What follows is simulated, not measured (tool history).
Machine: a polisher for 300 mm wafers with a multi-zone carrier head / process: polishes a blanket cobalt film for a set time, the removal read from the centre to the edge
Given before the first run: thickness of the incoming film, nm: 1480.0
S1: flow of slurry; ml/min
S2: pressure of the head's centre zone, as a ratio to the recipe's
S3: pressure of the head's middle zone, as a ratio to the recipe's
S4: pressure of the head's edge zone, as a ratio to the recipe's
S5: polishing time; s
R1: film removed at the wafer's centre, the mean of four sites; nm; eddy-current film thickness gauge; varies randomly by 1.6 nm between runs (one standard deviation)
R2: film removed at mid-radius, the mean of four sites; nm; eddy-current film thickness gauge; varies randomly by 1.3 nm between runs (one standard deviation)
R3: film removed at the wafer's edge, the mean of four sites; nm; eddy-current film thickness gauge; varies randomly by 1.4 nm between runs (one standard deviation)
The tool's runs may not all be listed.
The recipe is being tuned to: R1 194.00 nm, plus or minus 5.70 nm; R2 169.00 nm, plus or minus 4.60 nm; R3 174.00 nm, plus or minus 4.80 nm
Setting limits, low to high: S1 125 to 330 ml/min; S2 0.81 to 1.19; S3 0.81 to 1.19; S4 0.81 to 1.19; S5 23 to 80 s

run  hour   S1    S2    S3    S4  S5      R1      R2      R3
  1   0.0  210  1.00  1.00  1.00  51  191.10  193.94  192.16
  2   7.6  200  1.01  0.98  0.98  51  192.64  191.67  187.97
  3  14.0  200  1.01  1.03  0.98  51  188.00  198.92  189.18
  4  21.5  190  1.02  1.00  0.97  51  191.09  194.22  186.25
  5  29.5  190  1.02  1.00  0.97  57  214.08  214.06  208.45
  6  30.2  185  1.02  0.97  0.95  56  206.21  206.38  202.57
  7  36.5  180  1.03  0.94  0.94  55  207.48  196.07  195.67
  8  39.1  145  0.99  0.84  0.84  52  177.05  165.25  170.55
  9  40.6  200  1.05  0.83  0.83  52  200.68  172.40  177.16

4 next moves are on the table. One of them brings every result within its allowed miss. Which?
  A  42.1  215  1.07  0.84  0.81  51   ?   ?   ?
  B  42.1  215  1.09  0.90  0.86  50   ?   ?   ?
  C  42.1  230  1.01  0.81  0.81  51   ?   ?   ?
  D  42.1  205  1.01  0.87  0.81  53   ?   ?   ?

move      R1      R2      R3
   A  207.01  173.38  173.47
   B  206.85  178.46  174.51
   C  197.37  170.72  174.78
   D  201.39  183.42  179.25
A: misses by more than the last run did
B: misses by more than the last run did
C: every result within its allowed miss
D: misses by more than the last run did
Move C is the one to make.

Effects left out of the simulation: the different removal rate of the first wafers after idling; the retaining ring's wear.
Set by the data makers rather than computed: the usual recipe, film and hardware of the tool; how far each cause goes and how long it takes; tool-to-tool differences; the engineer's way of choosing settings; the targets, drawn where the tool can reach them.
